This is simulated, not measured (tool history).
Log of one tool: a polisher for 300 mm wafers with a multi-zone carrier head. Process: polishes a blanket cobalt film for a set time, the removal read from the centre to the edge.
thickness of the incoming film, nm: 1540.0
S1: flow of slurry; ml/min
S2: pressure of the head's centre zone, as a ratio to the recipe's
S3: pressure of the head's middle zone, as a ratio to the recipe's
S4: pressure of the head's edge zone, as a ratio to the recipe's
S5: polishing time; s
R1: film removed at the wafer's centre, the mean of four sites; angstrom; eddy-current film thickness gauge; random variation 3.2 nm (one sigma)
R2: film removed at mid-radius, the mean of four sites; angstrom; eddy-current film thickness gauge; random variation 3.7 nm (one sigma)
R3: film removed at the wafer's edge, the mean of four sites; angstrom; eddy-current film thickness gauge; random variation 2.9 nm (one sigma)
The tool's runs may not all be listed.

run,hour,S1,S2,S3,S4,S5,R1,R2,R3
1,0,225,1,1,1,51,2055.7,2355.6,2293.4
2,7.7,235,1.03,0.98,1.02,53,2190.8,2435.2,2423.1
3,11.2,190,1.03,0.98,1.02,53,2135.8,2324.1,2404.3
4,12.9,190,1.03,1.06,1.02,53,2145.6,2462.1,2356.5
5,15.6,190,1.03,1.06,1.02,63,2494.7,2973.6,2807
6,19.8,195,1.06,1.02,1.01,63,2632,2870.8,2806.1
7,27.5,200,1.08,1,1.02,63,2682.2,2840.7,2841.1

The next listed run, before its measurement:
8,32.4,205,1.1,0.98,1.02,63,?,?,?

Run 8 gave R1 2707.9 angstrom, R2 2815.2 angstrom, R3 2870.6 angstrom.
